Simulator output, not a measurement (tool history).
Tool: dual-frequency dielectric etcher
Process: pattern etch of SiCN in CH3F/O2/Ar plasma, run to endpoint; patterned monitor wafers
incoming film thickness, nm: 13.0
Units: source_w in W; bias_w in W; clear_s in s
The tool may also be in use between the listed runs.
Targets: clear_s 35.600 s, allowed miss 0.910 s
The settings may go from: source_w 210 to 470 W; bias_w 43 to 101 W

run  hour  source_w  bias_w  clear_s
  1   0.0       340      72   39.557
  2   4.3       340      62   43.053
  3   8.9       370      62   42.089
  4  14.7       420      62   40.740
  5  19.9       450      62   39.614
  6  28.2       450      50   45.526
  7  32.9       460      56   41.915
  8  41.3       460      61   39.888
  9  47.0       460      64   38.412
 10  52.8       460      66   37.925
 11  56.1       460      68   37.323
 12  61.2       460      69   37.079

Which of these 5 next moves meets every target?
  A  66.3       450      67        ?
  B  66.3       410      72        ?
  C  66.3       450      65        ?
  D  66.3       470      72        ?
  E  66.3       460      67        ?

move  clear_s
   A   37.600
   B   37.139
   C   38.264
   D   35.607
   E   37.342
A: further off than the last run
B: as far off as the last run
C: further off than the last run
D: meets every target
E: further off than the last run
Answer: D
